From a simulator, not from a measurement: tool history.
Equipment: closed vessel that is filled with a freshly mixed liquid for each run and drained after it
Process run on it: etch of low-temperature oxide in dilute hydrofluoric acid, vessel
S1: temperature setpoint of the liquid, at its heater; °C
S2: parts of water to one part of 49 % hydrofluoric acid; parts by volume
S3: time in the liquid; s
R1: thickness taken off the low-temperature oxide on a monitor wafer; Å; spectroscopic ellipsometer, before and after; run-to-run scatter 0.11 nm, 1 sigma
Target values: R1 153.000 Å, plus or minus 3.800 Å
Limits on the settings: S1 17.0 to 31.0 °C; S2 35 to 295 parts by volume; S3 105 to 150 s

run  hour    S1   S2   S3       R1
  1   0.0  23.0  165  150   96.099
  2   7.5  21.0  165  150   88.668
  3  16.8  22.0  160  150   95.871
  4  23.9  22.0  160  150   96.251
  5  33.3  24.5  160  150  104.300
  6  37.3  27.5  160  150  118.620
  7  43.7  28.0  160  150  119.950
  8  46.9  28.5  160  150  123.130
  9  51.3  31.0  140  150  159.870

Exercise: of the 4 proposed moves below, exactly one satisfies all targets within the stated allowed misses. Which move is it?
  A  55.7  31.0  135  140   ?
  B  55.7  30.5  100  105   ?
  C  55.7  31.0  150  150   ?
  D  55.7  30.5  135  150   ?

move       R1
   A  153.860
   B  160.630
   C  145.380
   D  161.900
A: each result inside its tolerance
B: moves away from the targets compared with the last run
C: carries the result that was furthest off beyond its target, to the other side
D: moves away from the targets compared with the last run
The right move is A.
